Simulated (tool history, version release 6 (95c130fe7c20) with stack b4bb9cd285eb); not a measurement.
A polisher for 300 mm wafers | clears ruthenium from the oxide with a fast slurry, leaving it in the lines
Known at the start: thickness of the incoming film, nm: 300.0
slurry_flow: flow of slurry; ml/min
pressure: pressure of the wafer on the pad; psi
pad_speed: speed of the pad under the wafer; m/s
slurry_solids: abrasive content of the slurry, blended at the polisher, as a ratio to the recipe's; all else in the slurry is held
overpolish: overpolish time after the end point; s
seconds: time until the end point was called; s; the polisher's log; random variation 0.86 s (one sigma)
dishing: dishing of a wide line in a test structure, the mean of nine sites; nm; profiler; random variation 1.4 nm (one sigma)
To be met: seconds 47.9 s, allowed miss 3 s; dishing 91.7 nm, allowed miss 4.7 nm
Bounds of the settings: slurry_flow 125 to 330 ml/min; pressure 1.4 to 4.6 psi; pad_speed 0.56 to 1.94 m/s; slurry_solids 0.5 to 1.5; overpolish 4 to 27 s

run  hour  slurry_flow  pressure  pad_speed  slurry_solids  overpolish  seconds  dishing
  1     0          210         3       1.24              1          14   53.203   61.456
  2   2.8          210         3       1.52              1          14   43.716   69.119
  3   4.9          210         3        1.5              1          16   43.238   77.095
  4   6.4          210       2.6        1.5              1          16   51.742   68.389
  5    13          210       2.6        1.7              1          16   45.311   76.658
  6  20.1          210       2.3        1.7              1          16   51.132    68.92
  7  24.8          210       2.3        1.7              1          17   52.186   71.522
  8  31.1          210       2.4        1.7              1          18    51.89   79.719
  9  33.3          210       2.5        1.7              1          18   47.609   79.158
 10  39.5          210       2.5        1.7              1          19   47.366   85.132

Which of these 5 next moves meets every target?
  A  45.7          175       2.6        1.8            0.9          21        ?        ?
  B  45.7          230       2.9       1.36           1.15          17        ?        ?
  C  45.7          175       2.8       1.86            0.9          16        ?        ?
  D  45.7          255       2.7       1.64            1.3          15        ?        ?
  E  45.7          190       3.2       1.86            0.8          17        ?        ?

move  seconds  dishing
   A   46.689    92.29
   B   46.485   78.366
   C   42.253     80.6
   D   40.204   79.642
   E   39.188   89.743
A: meets every target
B: further off than the last run
C: further off than the last run
D: further off than the last run
E: brings the result that was furthest off to its target, and leaves another outside
The right move is A.

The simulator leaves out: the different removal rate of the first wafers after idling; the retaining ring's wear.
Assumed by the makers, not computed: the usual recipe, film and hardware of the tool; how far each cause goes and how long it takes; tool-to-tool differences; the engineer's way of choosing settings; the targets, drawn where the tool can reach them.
